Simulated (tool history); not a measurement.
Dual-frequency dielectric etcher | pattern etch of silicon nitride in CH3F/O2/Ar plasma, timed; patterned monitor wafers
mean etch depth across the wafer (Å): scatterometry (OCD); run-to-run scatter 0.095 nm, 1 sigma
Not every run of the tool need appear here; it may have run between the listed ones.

| run | hour | source power (kW) | bias power (kW) | etch time (s) | mean etch depth across the wafer (Å) |
|---|---|---|---|---|---|
| 1 | 0.0 | 0.490 | 0.095 | 36 | 308.27 |
| 2 | 8.0 | 0.490 | 0.095 | 33 | 280.03 |
| 3 | 15.8 | 0.510 | 0.098 | 33 | 291.56 |
| 4 | 17.9 | 0.530 | 0.101 | 33 | 300.66 |
| 5 | 25.8 | 0.480 | 0.101 | 33 | 285.36 |
| 6 | 34.3 | 0.410 | 0.101 | 33 | 260.74 |

Run 7, settings as shown, results not yet in. Your forecast:
| 7 | 41.3 | 0.440 | 0.103 | 33 | ? |

Run 7 produced mean etch depth across the wafer (Å) 274.12.

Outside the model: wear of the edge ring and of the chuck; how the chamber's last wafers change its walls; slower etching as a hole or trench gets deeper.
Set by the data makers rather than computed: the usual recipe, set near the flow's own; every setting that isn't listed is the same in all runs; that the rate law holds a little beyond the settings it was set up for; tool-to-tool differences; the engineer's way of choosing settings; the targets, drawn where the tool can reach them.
